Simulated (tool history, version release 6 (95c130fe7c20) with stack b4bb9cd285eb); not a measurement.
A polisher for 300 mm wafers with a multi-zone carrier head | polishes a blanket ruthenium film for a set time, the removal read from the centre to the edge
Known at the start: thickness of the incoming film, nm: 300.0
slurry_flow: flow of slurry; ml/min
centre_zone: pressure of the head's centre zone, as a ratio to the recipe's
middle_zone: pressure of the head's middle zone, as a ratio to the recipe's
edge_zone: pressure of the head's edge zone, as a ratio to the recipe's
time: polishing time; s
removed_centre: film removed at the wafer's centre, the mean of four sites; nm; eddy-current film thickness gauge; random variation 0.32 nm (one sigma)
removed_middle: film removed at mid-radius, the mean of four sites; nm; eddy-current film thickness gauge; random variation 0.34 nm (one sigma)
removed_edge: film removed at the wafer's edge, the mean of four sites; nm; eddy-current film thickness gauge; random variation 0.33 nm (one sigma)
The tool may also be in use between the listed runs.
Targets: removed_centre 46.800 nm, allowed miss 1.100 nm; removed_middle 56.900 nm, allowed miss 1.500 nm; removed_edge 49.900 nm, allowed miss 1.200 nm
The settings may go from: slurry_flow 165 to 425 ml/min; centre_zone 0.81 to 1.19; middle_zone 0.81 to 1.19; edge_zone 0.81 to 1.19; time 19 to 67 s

run 1 hour=0.0 | slurry_flow=275 centre_zone=1.00 middle_zone=1.00 edge_zone=1.00 time=43 | removed_centre=39.730 removed_middle=39.346 removed_edge=39.105
run 2 hour=4.4 | slurry_flow=290 centre_zone=0.99 middle_zone=1.05 edge_zone=1.03 time=45 | removed_centre=41.833 removed_middle=43.447 removed_edge=42.288
run 3 hour=8.7 | slurry_flow=310 centre_zone=0.98 middle_zone=1.09 edge_zone=1.04 time=46 | removed_centre=42.511 removed_middle=46.133 removed_edge=43.528
run 4 hour=10.0 | slurry_flow=320 centre_zone=0.97 middle_zone=1.12 edge_zone=1.05 time=47 | removed_centre=43.091 removed_middle=48.161 removed_edge=44.692
run 5 hour=10.6 | slurry_flow=325 centre_zone=0.96 middle_zone=1.14 edge_zone=1.05 time=48 | removed_centre=43.465 removed_middle=50.656 removed_edge=45.151
run 6 hour=19.0 | slurry_flow=335 centre_zone=0.96 middle_zone=1.15 edge_zone=1.07 time=49 | removed_centre=45.235 removed_middle=51.737 removed_edge=46.794
run 7 hour=22.7 | slurry_flow=340 centre_zone=0.95 middle_zone=1.16 edge_zone=1.07 time=50 | removed_centre=45.428 removed_middle=52.769 removed_edge=48.024
run 8 hour=28.2 | slurry_flow=340 centre_zone=0.95 middle_zone=1.17 edge_zone=1.07 time=51 | removed_centre=46.510 removed_middle=54.410 removed_edge=49.262

Which of these 4 next moves meets every target?
run A hour=33.7 | slurry_flow=290 centre_zone=0.94 middle_zone=1.19 edge_zone=1.07 time=53 | removed_centre=? removed_middle=? removed_edge=?
run B hour=33.7 | slurry_flow=415 centre_zone=1.05 middle_zone=1.19 edge_zone=1.05 time=48 | removed_centre=? removed_middle=? removed_edge=?
run C hour=33.7 | slurry_flow=285 centre_zone=0.84 middle_zone=1.19 edge_zone=0.92 time=57 | removed_centre=? removed_middle=? removed_edge=?
run D hour=33.7 | slurry_flow=360 centre_zone=0.97 middle_zone=1.17 edge_zone=0.96 time=52 | removed_centre=? removed_middle=? removed_edge=?

move=A removed_centre=46.932 removed_middle=56.916 removed_edge=50.300
move=B removed_centre=49.232 removed_middle=53.195 removed_edge=46.255
move=C removed_centre=44.965 removed_middle=61.140 removed_edge=50.231
move=D removed_centre=48.631 removed_middle=56.189 removed_edge=47.583
A: meets every target
B: further off than the last run
C: takes the result that was furthest off past its target
D: brings the result that was furthest off to its target, and leaves another outside
Move A is the one to make.

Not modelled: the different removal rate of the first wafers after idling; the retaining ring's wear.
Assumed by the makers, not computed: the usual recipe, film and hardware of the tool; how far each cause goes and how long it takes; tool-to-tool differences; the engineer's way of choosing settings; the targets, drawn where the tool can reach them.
